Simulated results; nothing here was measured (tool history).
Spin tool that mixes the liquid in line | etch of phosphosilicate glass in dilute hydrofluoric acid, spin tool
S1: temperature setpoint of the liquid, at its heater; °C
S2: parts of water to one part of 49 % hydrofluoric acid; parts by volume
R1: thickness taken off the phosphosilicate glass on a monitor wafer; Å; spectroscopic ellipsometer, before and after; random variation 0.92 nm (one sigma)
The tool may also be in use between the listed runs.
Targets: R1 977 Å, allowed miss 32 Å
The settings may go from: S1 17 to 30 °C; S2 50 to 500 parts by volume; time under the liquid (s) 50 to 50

run 1 hour=0 | S1=22 S2=275 time_under_the_liquid_(s)=50 | R1=264.84
run 2 hour=7 | S1=24 S2=215 time_under_the_liquid_(s)=50 | R1=389.2
run 3 hour=11.9 | S1=24 S2=120 time_under_the_liquid_(s)=50 | R1=773.53
run 4 hour=12.4 | S1=25 S2=115 time_under_the_liquid_(s)=50 | R1=850.44
run 5 hour=19.4 | S1=25.5 S2=115 time_under_the_liquid_(s)=50 | R1=869.74
run 6 hour=21.4 | S1=26 S2=115 time_under_the_liquid_(s)=50 | R1=889.5
run 7 hour=29.1 | S1=26.5 S2=115 time_under_the_liquid_(s)=50 | R1=894.21
run 8 hour=31.2 | S1=27 S2=115 time_under_the_liquid_(s)=50 | R1=919.66

5 next moves are on the table. One of them brings every result within its allowed miss. Which?
run A hour=33.3 | S1=23.5 S2=105 time_under_the_liquid_(s)=50 | R1=?
run B hour=33.3 | S1=28 S2=120 time_under_the_liquid_(s)=50 | R1=?
run C hour=33.3 | S1=26 S2=120 time_under_the_liquid_(s)=50 | R1=?
run D hour=33.3 | S1=27 S2=120 time_under_the_liquid_(s)=50 | R1=?
run E hour=33.3 | S1=26 S2=105 time_under_the_liquid_(s)=50 | R1=?

move=A R1=901.98
move=B R1=921.5
move=C R1=854.16
move=D R1=887.35
move=E R1=994.85
A: further off than the last run
B: as far off as the last run
C: further off than the last run
D: further off than the last run
E: meets every target
Answer: E
